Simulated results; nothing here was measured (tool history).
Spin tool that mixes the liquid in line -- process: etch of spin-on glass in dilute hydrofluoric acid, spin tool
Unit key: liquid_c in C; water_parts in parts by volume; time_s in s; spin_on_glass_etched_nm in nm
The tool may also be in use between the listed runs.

Run 1, hour 0.0: liquid_c 23.0 C, water_parts 265 parts by volume, time_s 45 s. Result: spin_on_glass_etched_nm 3.9841 nm.
Run 2, hour 8.6: liquid_c 23.0 C, water_parts 220 parts by volume, time_s 45 s. Result: spin_on_glass_etched_nm 5.0057 nm.
Run 3, hour 11.2: liquid_c 23.0 C, water_parts 155 parts by volume, time_s 45 s. Result: spin_on_glass_etched_nm 7.5914 nm.
Run 4, hour 16.6: liquid_c 23.0 C, water_parts 90 parts by volume, time_s 45 s. Result: spin_on_glass_etched_nm 14.0110 nm.
Run 5, hour 18.5: liquid_c 23.0 C, water_parts 60 parts by volume, time_s 45 s. Result: spin_on_glass_etched_nm 21.7660 nm.
Run 6, hour 26.7: liquid_c 23.0 C, water_parts 55 parts by volume, time_s 45 s. Result: spin_on_glass_etched_nm 24.1850 nm.
Run 7, hour 28.7: liquid_c 21.0 C, water_parts 90 parts by volume, time_s 45 s. Result: spin_on_glass_etched_nm 12.9800 nm.
Run 8, hour 33.6: liquid_c 19.5 C, water_parts 100 parts by volume, time_s 45 s. Result: spin_on_glass_etched_nm 10.8980 nm.
Run 9, hour 36.6: liquid_c 17.0 C, water_parts 175 parts by volume, time_s 45 s. Result: spin_on_glass_etched_nm 5.1668 nm.
Run 10, hour 40.3: liquid_c 18.5 C, water_parts 175 parts by volume, time_s 45 s. Result: spin_on_glass_etched_nm 5.5739 nm.
Run 11, hour 42.0: liquid_c 19.5 C, water_parts 175 parts by volume, time_s 45 s. Result: spin_on_glass_etched_nm 5.7756 nm.
Run 12, hour 48.7: liquid_c 20.0 C, water_parts 175 parts by volume, time_s 45 s. Result: spin_on_glass_etched_nm 5.9070 nm.

For run 13, what comes out?
Run 13, hour 50.9: liquid_c 20.5 C, water_parts 175 parts by volume, time_s 45 s. Result: spin_on_glass_etched_nm ?.

{"run 13": {"spin_on_glass_etched_nm": 6.0147}}

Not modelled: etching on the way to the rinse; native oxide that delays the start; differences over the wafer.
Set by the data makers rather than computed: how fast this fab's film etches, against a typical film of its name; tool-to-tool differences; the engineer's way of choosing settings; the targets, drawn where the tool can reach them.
